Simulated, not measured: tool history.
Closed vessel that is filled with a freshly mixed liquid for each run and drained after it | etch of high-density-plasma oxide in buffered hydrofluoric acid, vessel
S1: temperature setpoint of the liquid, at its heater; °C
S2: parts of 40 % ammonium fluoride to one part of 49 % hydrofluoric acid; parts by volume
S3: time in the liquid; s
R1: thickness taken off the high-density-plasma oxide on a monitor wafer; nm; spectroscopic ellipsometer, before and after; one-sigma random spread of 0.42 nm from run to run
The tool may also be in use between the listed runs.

Run 1, hour 0.0: S1 20.0 °C, S2 17.5 parts by volume, S3 30 s. Result: R1 17.389 nm.
Run 2, hour 8.7: S1 21.5 °C, S2 16.0 parts by volume, S3 30 s. Result: R1 20.731 nm.
Run 3, hour 12.5: S1 22.5 °C, S2 15.0 parts by volume, S3 30 s. Result: R1 23.190 nm.
Run 4, hour 20.6: S1 22.5 °C, S2 15.0 parts by volume, S3 30 s. Result: R1 23.032 nm.
Run 5, hour 28.7: S1 23.5 °C, S2 14.0 parts by volume, S3 30 s. Result: R1 26.790 nm.
Run 6, hour 34.2: S1 24.0 °C, S2 13.5 parts by volume, S3 30 s. Result: R1 28.248 nm.
Run 7, hour 38.5: S1 24.5 °C, S2 13.0 parts by volume, S3 30 s. Result: R1 29.891 nm.
Run 8, hour 39.9: S1 25.0 °C, S2 12.5 parts by volume, S3 30 s. Result: R1 32.127 nm.

Estimate the outcome of run 9 from the log above:
Run 9, hour 47.2: S1 28.0 °C, S2 8.5 parts by volume, S3 30 s. Result: R1 ?.

For run 9 the tool returned R1 53.131 nm.
